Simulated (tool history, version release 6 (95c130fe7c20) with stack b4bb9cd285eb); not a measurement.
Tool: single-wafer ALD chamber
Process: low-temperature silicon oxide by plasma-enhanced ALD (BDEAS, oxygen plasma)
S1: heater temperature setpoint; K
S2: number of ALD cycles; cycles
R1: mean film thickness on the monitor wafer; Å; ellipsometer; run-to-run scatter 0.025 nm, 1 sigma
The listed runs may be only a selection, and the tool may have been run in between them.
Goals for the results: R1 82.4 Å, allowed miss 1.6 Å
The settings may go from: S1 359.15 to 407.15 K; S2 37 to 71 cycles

run	hour	S1	S2	R1
1	0	383.15	54	72.736
2	7.2	390.15	54	72.171
3	14.8	390.15	48	64.43
4	16.5	384.15	48	64.584
5	22	384.15	41	55.558
6	28.6	373.15	41	56.304
7	36.1	373.15	46	63.497
8	41.8	372.15	49	67.528
9	48.5	371.15	52	72.086
10	56.3	370.15	54	74.584
11	60.8	370.15	55	76.28
12	63.8	370.15	56	77.081

Below are 4 possible settings for the next run. Only one of them brings all results inside the allowed miss of their targets. Which is it?
A	66.8	381.15	64	?
B	66.8	366.15	62	?
C	66.8	364.15	58	?
D	66.8	369.15	57	?

move	R1
A	87.277
B	87.363
C	82.237
D	79.565
A: takes the result that was furthest off past its target
B: takes the result that was furthest off past its target
C: each result inside its tolerance
D: nearer than the last run, and not there yet
The move that meets every target is C.

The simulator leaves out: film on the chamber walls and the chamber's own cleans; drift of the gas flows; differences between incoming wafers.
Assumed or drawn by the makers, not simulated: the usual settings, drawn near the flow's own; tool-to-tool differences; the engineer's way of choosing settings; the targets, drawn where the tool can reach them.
